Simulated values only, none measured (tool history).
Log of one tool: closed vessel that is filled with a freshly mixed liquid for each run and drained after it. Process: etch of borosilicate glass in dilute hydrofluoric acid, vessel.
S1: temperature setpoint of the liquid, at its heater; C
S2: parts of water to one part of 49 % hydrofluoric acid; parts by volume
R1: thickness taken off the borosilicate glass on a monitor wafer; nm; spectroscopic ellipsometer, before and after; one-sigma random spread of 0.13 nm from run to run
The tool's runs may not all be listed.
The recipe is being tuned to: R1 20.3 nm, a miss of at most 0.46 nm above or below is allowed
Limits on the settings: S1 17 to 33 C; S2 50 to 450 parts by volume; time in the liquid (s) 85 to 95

{"run": 1, "hour": 0.0, "S1": 25, "S2": 250, "time in the liquid (s)": 85, "R1": 6.3267}
{"run": 2, "hour": 6.9, "S1": 26, "S2": 230, "time in the liquid (s)": 85, "R1": 7.2938}
{"run": 3, "hour": 8.9, "S1": 26, "S2": 230, "time in the liquid (s)": 95, "R1": 8.1557}
{"run": 4, "hour": 14.9, "S1": 26, "S2": 230, "time in the liquid (s)": 85, "R1": 7.3579}
{"run": 5, "hour": 23.2, "S1": 26, "S2": 315, "time in the liquid (s)": 85, "R1": 4.8484}
{"run": 6, "hour": 27.4, "S1": 26.5, "S2": 290, "time in the liquid (s)": 85, "R1": 5.5501}
{"run": 7, "hour": 35.4, "S1": 27, "S2": 265, "time in the liquid (s)": 85, "R1": 6.3566}
{"run": 8, "hour": 38.3, "S1": 27.5, "S2": 245, "time in the liquid (s)": 85, "R1": 7.0506}
{"run": 9, "hour": 45.7, "S1": 28, "S2": 225, "time in the liquid (s)": 85, "R1": 7.9762}
{"run": 10, "hour": 54.4, "S1": 28.5, "S2": 210, "time in the liquid (s)": 85, "R1": 9.0077}
{"run": 11, "hour": 63.2, "S1": 29, "S2": 195, "time in the liquid (s)": 85, "R1": 9.8666}
{"run": 12, "hour": 68.3, "S1": 29.5, "S2": 185, "time in the liquid (s)": 85, "R1": 10.993}
{"run": 13, "hour": 69.8, "S1": 30, "S2": 175, "time in the liquid (s)": 85, "R1": 11.974}
{"run": 14, "hour": 71.2, "S1": 33, "S2": 80, "time in the liquid (s)": 85, "R1": 33.416}
{"run": 15, "hour": 73.5, "S1": 32, "S2": 80, "time in the liquid (s)": 85, "R1": 31.989}
{"run": 16, "hour": 78.8, "S1": 31, "S2": 80, "time in the liquid (s)": 85, "R1": 31.01}
{"run": 17, "hour": 82.5, "S1": 31, "S2": 80, "time in the liquid (s)": 85, "R1": 30.532}
{"run": 18, "hour": 84.8, "S1": 29.5, "S2": 80, "time in the liquid (s)": 85, "R1": 29.165}
{"run": 19, "hour": 92.8, "S1": 28.5, "S2": 80, "time in the liquid (s)": 85, "R1": 28.151}
{"run": 20, "hour": 95.0, "S1": 27.5, "S2": 80, "time in the liquid (s)": 85, "R1": 27.019}
{"run": 21, "hour": 96.9, "S1": 26.5, "S2": 80, "time in the liquid (s)": 85, "R1": 25.984}
{"run": 22, "hour": 100.0, "S1": 25.5, "S2": 80, "time in the liquid (s)": 85, "R1": 24.888}
{"hour": 108.5, "done": "hydrofluoric acid flow meter replaced"}
{"run": 23, "hour": 108.5, "S1": 25, "S2": 80, "time in the liquid (s)": 85, "R1": 26.445}

Which one of the following 5 next-run settings gets every result inside its allowed miss? There is exactly one.
{"run": "A", "hour": 117.0, "S1": 27.5, "S2": 105, "time in the liquid (s)": 90, "R1": "?"}
{"run": "B", "hour": 117.0, "S1": 25.5, "S2": 65, "time in the liquid (s)": 85, "R1": "?"}
{"run": "C", "hour": 117.0, "S1": 25, "S2": 100, "time in the liquid (s)": 85, "R1": "?"}
{"run": "D", "hour": 117.0, "S1": 22.5, "S2": 70, "time in the liquid (s)": 95, "R1": "?"}
{"run": "E", "hour": 117.0, "S1": 27.5, "S2": 120, "time in the liquid (s)": 85, "R1": "?"}

move=A R1=22.245
move=B R1=33.1
move=C R1=20.153
move=D R1=30.217
move=E R1=18.026
A: nearer the targets than the last run, but a result is still out of spec
B: its largest miss is bigger than the last run's
C: in spec on every target
D: its largest miss is bigger than the last run's
E: takes the biggest miss from the last run beyond its target
Move C is the one to make.
